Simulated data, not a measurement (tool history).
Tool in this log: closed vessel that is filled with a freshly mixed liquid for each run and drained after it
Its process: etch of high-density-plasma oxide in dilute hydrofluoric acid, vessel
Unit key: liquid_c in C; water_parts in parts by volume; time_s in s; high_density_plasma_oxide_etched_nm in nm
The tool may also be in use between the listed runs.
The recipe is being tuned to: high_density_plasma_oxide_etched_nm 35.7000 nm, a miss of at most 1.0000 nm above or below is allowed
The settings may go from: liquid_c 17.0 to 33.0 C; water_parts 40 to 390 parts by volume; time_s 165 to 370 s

| run | day | liquid_c | water_parts | time_s | high_density_plasma_oxide_etched_nm |
|---|---|---|---|---|---|
| 1 | 0.000 | 25.0 | 215 | 370 | 8.3657 |
| 2 | 0.283 | 25.0 | 215 | 165 | 3.7507 |
| 3 | 0.583 | 25.0 | 170 | 165 | 5.0358 |
| 4 | 0.738 | 23.5 | 170 | 165 | 4.7473 |
| 5 | 0.933 | 24.5 | 170 | 165 | 4.8939 |
| 6 | 1.112 | 24.5 | 140 | 165 | 6.2122 |
| 7 | 1.338 | 26.5 | 115 | 215 | 10.8550 |
| 8 | 1.746 | 30.5 | 60 | 220 | 26.7810 |
| 9 | 2.088 | 31.0 | 60 | 220 | 27.5150 |
|  | 2.192 | thermometer replaced |
| 10 | 2.192 | 31.5 | 60 | 220 | 25.5390 |
| 11 | 2.408 | 32.0 | 55 | 240 | 31.4860 |
| 12 | 2.654 | 32.5 | 55 | 240 | 32.1840 |

Which single option among these 4 for the next run brings every result within its allowed miss of target? Just one does.
| A | 2.900 | 32.0 | 75 | 370 | ? |
| B | 2.900 | 33.0 | 70 | 370 | ? |
| C | 2.900 | 33.0 | 90 | 365 | ? |
| D | 2.900 | 33.0 | 75 | 370 | ? |

| move | high_density_plasma_oxide_etched_nm |
|---|---|
| A | 33.7730 |
| B | 37.8680 |
| C | 28.1580 |
| D | 35.0640 |
A: closes in on the targets versus the last run, not all within tolerance yet
B: carries the result that was furthest off beyond its target, to the other side
C: misses by more than the last run did
D: each result inside its tolerance
D meets every target.
